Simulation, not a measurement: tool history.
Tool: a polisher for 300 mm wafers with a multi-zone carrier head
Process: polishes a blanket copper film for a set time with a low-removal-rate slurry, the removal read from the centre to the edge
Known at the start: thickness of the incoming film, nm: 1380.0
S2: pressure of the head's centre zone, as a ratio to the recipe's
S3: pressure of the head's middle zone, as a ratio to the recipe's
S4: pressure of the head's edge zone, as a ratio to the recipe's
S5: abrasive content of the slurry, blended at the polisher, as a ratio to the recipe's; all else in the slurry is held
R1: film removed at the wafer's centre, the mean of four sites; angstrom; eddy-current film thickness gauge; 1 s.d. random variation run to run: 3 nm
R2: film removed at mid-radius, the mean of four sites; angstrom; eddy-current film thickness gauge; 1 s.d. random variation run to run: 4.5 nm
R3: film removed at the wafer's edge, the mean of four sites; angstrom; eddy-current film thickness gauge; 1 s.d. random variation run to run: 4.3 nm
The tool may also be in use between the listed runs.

{"run": 1, "hour": 0.0, "flow of slurry (ml/min)": 145, "S2": 1, "S3": 1, "S4": 1, "S5": 1, "polishing time (s)": 66, "R1": 2535.5, "R2": 2500.3, "R3": 2289.8}
{"run": 2, "hour": 7.2, "flow of slurry (ml/min)": 150, "S2": 1.01, "S3": 1.02, "S4": 1.04, "S5": 1.1, "polishing time (s)": 70, "R1": 2811.2, "R2": 2734.8, "R3": 2592.5}
{"run": 3, "hour": 8.8, "flow of slurry (ml/min)": 160, "S2": 1.02, "S3": 1.06, "S4": 1.05, "S5": 1.2, "polishing time (s)": 72, "R1": 2946.6, "R2": 3064.3, "R3": 2742}
{"run": 4, "hour": 16.1, "flow of slurry (ml/min)": 165, "S2": 1.04, "S3": 1.07, "S4": 1.08, "S5": 1.25, "polishing time (s)": 74, "R1": 3105.1, "R2": 3179, "R3": 2873.2}
{"run": 5, "hour": 25.1, "flow of slurry (ml/min)": 195, "S2": 1.04, "S3": 1.07, "S4": 1.08, "S5": 1.25, "polishing time (s)": 74, "R1": 3176.3, "R2": 3224.8, "R3": 2854.2}
{"hour": 30.6, "done": "edge zone pressure recalibrated"}
{"run": 6, "hour": 30.6, "flow of slurry (ml/min)": 195, "S2": 1.04, "S3": 1.07, "S4": 1.08, "S5": 1.15, "polishing time (s)": 74, "R1": 3180.1, "R2": 3213.4, "R3": 3054.6}

What will run 7 give?
{"run": 7, "hour": 38.1, "flow of slurry (ml/min)": 200, "S2": 1.07, "S3": 1.1, "S4": 1.09, "S5": 1.15, "polishing time (s)": 75, "R1": "?", "R2": "?", "R3": "?"}

R1: 3326.7 angstrom
R2: 3336.2 angstrom
R3: 3099.4 angstrom
